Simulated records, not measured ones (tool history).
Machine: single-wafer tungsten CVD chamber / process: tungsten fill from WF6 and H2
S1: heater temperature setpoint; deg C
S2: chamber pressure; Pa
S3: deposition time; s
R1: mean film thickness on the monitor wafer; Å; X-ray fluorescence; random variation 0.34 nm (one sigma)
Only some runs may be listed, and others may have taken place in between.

run	hour	S1	S2	S3	R1
1	0.0	395	5919	29.5	917.58
2	2.4	398	5999	29.5	977.37
3	3.4	398	5999	28.1	932.92
4	5.6	401	6159	28.1	997.04
5	12.6	404	6319	28.1	1070.20
6	15.5	404	6319	28.1	1061.30
7	17.9	406	6479	28.1	1119.90

Run 8 is up next; what results do you expect?
8	24.4	408	6586	28.1	?

Run 8 yielded R1 1168.40 Å.
